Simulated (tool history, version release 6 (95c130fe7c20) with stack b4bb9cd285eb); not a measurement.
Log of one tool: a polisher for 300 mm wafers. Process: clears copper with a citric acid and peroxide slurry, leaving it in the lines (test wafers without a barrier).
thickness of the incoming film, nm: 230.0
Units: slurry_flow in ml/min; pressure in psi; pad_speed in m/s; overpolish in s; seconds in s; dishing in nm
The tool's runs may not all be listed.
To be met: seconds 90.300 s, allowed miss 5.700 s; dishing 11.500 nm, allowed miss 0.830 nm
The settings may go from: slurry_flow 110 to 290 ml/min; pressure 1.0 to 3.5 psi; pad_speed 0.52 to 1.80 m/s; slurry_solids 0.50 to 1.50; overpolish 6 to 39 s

Run 1, hour 0.0: slurry_flow 185 ml/min, pressure 2.2 psi, pad_speed 1.16 m/s, slurry_solids 1.00, overpolish 20 s. Result: seconds 122.570 s, dishing 15.225 nm.
Run 2, hour 1.8: slurry_flow 185 ml/min, pressure 2.2 psi, pad_speed 1.16 m/s, slurry_solids 0.85, overpolish 20 s. Result: seconds 129.020 s, dishing 15.298 nm.
Run 3, hour 10.7: slurry_flow 185 ml/min, pressure 2.2 psi, pad_speed 1.18 m/s, slurry_solids 1.00, overpolish 17 s. Result: seconds 121.520 s, dishing 14.370 nm.
Run 4, hour 16.1: slurry_flow 185 ml/min, pressure 2.2 psi, pad_speed 1.20 m/s, slurry_solids 1.10, overpolish 14 s. Result: seconds 115.370 s, dishing 13.119 nm.
Run 5, hour 17.4: slurry_flow 185 ml/min, pressure 2.3 psi, pad_speed 1.20 m/s, slurry_solids 1.15, overpolish 12 s. Result: seconds 110.430 s, dishing 13.183 nm.
Run 6, hour 24.7: slurry_flow 185 ml/min, pressure 2.3 psi, pad_speed 1.26 m/s, slurry_solids 1.25, overpolish 11 s. Result: seconds 101.830 s, dishing 12.700 nm.
Run 7, hour 26.2: slurry_flow 185 ml/min, pressure 2.3 psi, pad_speed 1.28 m/s, slurry_solids 1.30, overpolish 10 s. Result: seconds 100.850 s, dishing 12.384 nm.
Run 8, hour 29.4: slurry_flow 185 ml/min, pressure 2.3 psi, pad_speed 1.30 m/s, slurry_solids 1.35, overpolish 9 s. Result: seconds 99.060 s, dishing 11.267 nm.

Which of these 4 next moves meets every target?
Run A, hour 32.6: slurry_flow 190 ml/min, pressure 2.2 psi, pad_speed 1.34 m/s, slurry_solids 1.50, overpolish 13 s. Result: seconds ?, dishing ?.
Run B, hour 32.6: slurry_flow 155 ml/min, pressure 2.4 psi, pad_speed 1.28 m/s, slurry_solids 1.35, overpolish 12 s. Result: seconds ?, dishing ?.
Run C, hour 32.6: slurry_flow 170 ml/min, pressure 2.4 psi, pad_speed 1.36 m/s, slurry_solids 1.40, overpolish 8 s. Result: seconds ?, dishing ?.
Run D, hour 32.6: slurry_flow 115 ml/min, pressure 2.0 psi, pad_speed 1.46 m/s, slurry_solids 1.50, overpolish 10 s. Result: seconds ?, dishing ?.

move  seconds  dishing
   A   94.237   13.939
   B   95.815   13.338
   C   88.750   11.110
   D  106.830   11.331
A: brings the result that was furthest off to its target, and leaves another outside
B: brings the result that was furthest off to its target, and leaves another outside
C: meets every target
D: further off than the last run
Move C is the one to make.
